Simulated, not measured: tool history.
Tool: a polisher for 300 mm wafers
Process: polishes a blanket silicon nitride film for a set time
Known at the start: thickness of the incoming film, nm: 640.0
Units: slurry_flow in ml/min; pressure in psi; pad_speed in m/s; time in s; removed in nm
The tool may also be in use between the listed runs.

run	hour	slurry_flow	pressure	pad_speed	time	removed
1	0.0	170	2.3	1.28	60	88.254
2	3.8	170	2.2	1.28	60	86.906
3	11.3	170	2.2	1.58	60	99.838
4	17.7	170	2.0	1.56	60	90.132
5	20.0	170	2.0	1.56	55	81.703
6	26.6	170	1.9	1.56	55	78.544

Forecast run 7:
7	33.3	170	1.9	1.56	55	?

Run 7 gave removed 80.565 nm.
